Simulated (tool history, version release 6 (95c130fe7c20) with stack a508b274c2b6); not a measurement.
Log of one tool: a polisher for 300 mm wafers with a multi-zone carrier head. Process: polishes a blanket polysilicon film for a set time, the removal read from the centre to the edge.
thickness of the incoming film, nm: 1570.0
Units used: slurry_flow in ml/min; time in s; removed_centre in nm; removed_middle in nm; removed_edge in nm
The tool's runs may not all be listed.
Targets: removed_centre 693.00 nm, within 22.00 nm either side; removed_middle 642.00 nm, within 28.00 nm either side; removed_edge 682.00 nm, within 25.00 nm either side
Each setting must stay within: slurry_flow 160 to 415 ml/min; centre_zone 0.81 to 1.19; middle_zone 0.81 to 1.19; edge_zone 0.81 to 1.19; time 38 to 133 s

{"run": 1, "hour": 0.0, "slurry_flow": 265, "centre_zone": 1.0, "middle_zone": 1.0, "edge_zone": 1.0, "time": 85, "removed_centre": 486.02, "removed_middle": 509.4, "removed_edge": 505.37}
{"run": 2, "hour": 7.1, "slurry_flow": 265, "centre_zone": 1.01, "middle_zone": 1.0, "edge_zone": 1.01, "time": 87, "removed_centre": 514.14, "removed_middle": 515.17, "removed_edge": 504.83}
{"run": 3, "hour": 7.7, "slurry_flow": 265, "centre_zone": 1.01, "middle_zone": 0.99, "edge_zone": 1.02, "time": 90, "removed_centre": 526.41, "removed_middle": 534.51, "removed_edge": 530.07}
{"run": 4, "hour": 8.9, "slurry_flow": 265, "centre_zone": 1.05, "middle_zone": 0.99, "edge_zone": 1.02, "time": 90, "removed_centre": 555.59, "removed_middle": 527.66, "removed_edge": 527.97}
{"run": 5, "hour": 17.0, "slurry_flow": 265, "centre_zone": 1.05, "middle_zone": 0.99, "edge_zone": 1.03, "time": 92, "removed_centre": 551.59, "removed_middle": 535.9, "removed_edge": 544.9}
{"run": 6, "hour": 24.7, "slurry_flow": 315, "centre_zone": 1.05, "middle_zone": 0.99, "edge_zone": 1.03, "time": 92, "removed_centre": 579.48, "removed_middle": 552.42, "removed_edge": 554.89}
{"run": 7, "hour": 27.0, "slurry_flow": 320, "centre_zone": 1.05, "middle_zone": 0.99, "edge_zone": 1.04, "time": 93, "removed_centre": 575.35, "removed_middle": 564.34, "removed_edge": 561.45}
{"run": 8, "hour": 32.5, "slurry_flow": 320, "centre_zone": 1.05, "middle_zone": 0.99, "edge_zone": 1.05, "time": 95, "removed_centre": 598.3, "removed_middle": 565.62, "removed_edge": 577.66}
{"run": 9, "hour": 41.2, "slurry_flow": 320, "centre_zone": 1.05, "middle_zone": 0.99, "edge_zone": 1.06, "time": 96, "removed_centre": 606.3, "removed_middle": 587.94, "removed_edge": 596.99}
{"run": 10, "hour": 46.3, "slurry_flow": 325, "centre_zone": 1.06, "middle_zone": 0.99, "edge_zone": 1.07, "time": 96, "removed_centre": 602.25, "removed_middle": 575.99, "removed_edge": 586.04}
{"run": 11, "hour": 50.6, "slurry_flow": 325, "centre_zone": 1.06, "middle_zone": 0.99, "edge_zone": 1.08, "time": 97, "removed_centre": 611.49, "removed_middle": 571.06, "removed_edge": 599.94}
{"run": 12, "hour": 54.9, "slurry_flow": 330, "centre_zone": 1.06, "middle_zone": 0.99, "edge_zone": 1.08, "time": 98, "removed_centre": 626.65, "removed_middle": 584.32, "removed_edge": 610.79}
{"run": 13, "hour": 56.8, "slurry_flow": 335, "centre_zone": 1.06, "middle_zone": 0.99, "edge_zone": 1.09, "time": 99, "removed_centre": 624.87, "removed_middle": 600.7, "removed_edge": 623.99}

Consider the 4 candidate settings below. Which is the only one whose results all fall within their allowed miss of target?
{"run": "A", "hour": 58.7, "slurry_flow": 330, "centre_zone": 1.08, "middle_zone": 1.04, "edge_zone": 1.05, "time": 104, "removed_centre": "?", "removed_middle": "?", "removed_edge": "?"}
{"run": "B", "hour": 58.7, "slurry_flow": 380, "centre_zone": 0.95, "middle_zone": 0.97, "edge_zone": 1.01, "time": 92, "removed_centre": "?", "removed_middle": "?", "removed_edge": "?"}
{"run": "C", "hour": 58.7, "slurry_flow": 405, "centre_zone": 0.95, "middle_zone": 1.19, "edge_zone": 0.92, "time": 95, "removed_centre": "?", "removed_middle": "?", "removed_edge": "?"}
{"run": "D", "hour": 58.7, "slurry_flow": 365, "centre_zone": 1.06, "middle_zone": 0.95, "edge_zone": 1.08, "time": 108, "removed_centre": "?", "removed_middle": "?", "removed_edge": "?"}

move=A removed_centre=678.98 removed_middle=667.02 removed_edge=632.64
move=B removed_centre=537.08 removed_middle=563.51 removed_edge=554.75
move=C removed_centre=558.45 removed_middle=696.26 removed_edge=548.48
move=D removed_centre=698.75 removed_middle=647.51 removed_edge=671.60
A: meets the target for the result that was furthest off, but another lies outside its allowed miss
B: the biggest miss grows against the last run
C: the biggest miss grows against the last run
D: every result within its allowed miss
The right move is D.
